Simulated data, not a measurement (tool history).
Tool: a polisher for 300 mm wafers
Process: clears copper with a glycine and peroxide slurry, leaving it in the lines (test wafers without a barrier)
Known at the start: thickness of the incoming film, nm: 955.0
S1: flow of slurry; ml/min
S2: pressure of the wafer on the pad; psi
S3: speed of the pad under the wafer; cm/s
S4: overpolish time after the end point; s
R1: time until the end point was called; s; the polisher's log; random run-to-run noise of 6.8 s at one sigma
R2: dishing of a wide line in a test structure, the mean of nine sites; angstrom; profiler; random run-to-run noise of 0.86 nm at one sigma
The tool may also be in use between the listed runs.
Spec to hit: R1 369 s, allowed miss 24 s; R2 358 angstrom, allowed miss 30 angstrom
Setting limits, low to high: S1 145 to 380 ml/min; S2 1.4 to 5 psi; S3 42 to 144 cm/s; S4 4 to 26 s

| run | day | S1 | S2 | S3 | S4 | R1 | R2 |
|---|---|---|---|---|---|---|---|
| 1 | 0 | 245 | 3.2 | 92 | 13 | 181.07 | 462.75 |
| 2 | 0.221 | 245 | 2.9 | 86 | 14 | 202.77 | 452.17 |
| 3 | 0.321 | 245 | 2.6 | 80 | 15 | 236.82 | 411.61 |
| 4 | 0.4 | 245 | 2.4 | 78 | 16 | 259.97 | 412.82 |
| 5 | 0.554 | 245 | 2.4 | 78 | 20 | 256.46 | 495.35 |
| 6 | 0.904 | 300 | 2.4 | 78 | 20 | 244.07 | 510.98 |
| 7 | 1.188 | 300 | 2.4 | 78 | 20 | 247.62 | 505 |
| 8 | 1.338 | 300 | 2.4 | 78 | 20 | 250.44 | 499.91 |
| 9 | 1.621 | 300 | 2.4 | 78 | 20 | 259.84 | 509.48 |
| 10 | 1.804 | 300 | 2.2 | 76 | 20 | 270.7 | 470.78 |
| 11 | 1.883 | 300 | 2 | 74 | 20 | 309.11 | 437.35 |

Pick the move, out of 5, that brings all results within their allowed miss; only one does.
| A | 1.962 | 310 | 1.4 | 62 | 26 | ? | ? |
| B | 1.962 | 325 | 1.9 | 68 | 25 | ? | ? |
| C | 1.962 | 315 | 2.4 | 80 | 15 | ? | ? |
| D | 1.962 | 305 | 2.5 | 86 | 12 | ? | ? |
| E | 1.962 | 255 | 1.7 | 68 | 19 | ? | ? |

| move | R1 | R2 |
|---|---|---|
| A | 422.82 | 392.04 |
| B | 326.76 | 476.33 |
| C | 246.36 | 390.64 |
| D | 226.58 | 344.54 |
| E | 359.76 | 342.5 |
A: closer than the last run, but not yet in spec
B: further off than the last run
C: further off than the last run
D: puts the biggest miss on target and leaves a different result outside tolerance
E: all results land within tolerance of their targets
Go with E: it meets all targets.
